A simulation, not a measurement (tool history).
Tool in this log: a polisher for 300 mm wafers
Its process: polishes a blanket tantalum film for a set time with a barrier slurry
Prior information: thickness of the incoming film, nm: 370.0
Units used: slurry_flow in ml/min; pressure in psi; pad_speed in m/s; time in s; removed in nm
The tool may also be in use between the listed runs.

run	hour	slurry_flow	pressure	pad_speed	slurry_solids	time	removed
1	0	225	1.7	1.1	1	102	145.51
2	8.6	225	1.7	1.1	1.1	102	152.63
3	16.1	225	1.7	1.1	1.1	108	161.01
4	22.2	225	1.7	1.1	1.1	108	157.21
5	26.3	225	1.7	1.1	1.1	108	159.19
6	29.7	225	1.9	1.1	1.1	108	178.07
7	37.7	225	2	1.1	1.1	108	183

What does the tool deliver on the next run?
8	41.2	225	2.1	1.1	1.1	108	?

Logged for run 8: removed 194.67 nm.

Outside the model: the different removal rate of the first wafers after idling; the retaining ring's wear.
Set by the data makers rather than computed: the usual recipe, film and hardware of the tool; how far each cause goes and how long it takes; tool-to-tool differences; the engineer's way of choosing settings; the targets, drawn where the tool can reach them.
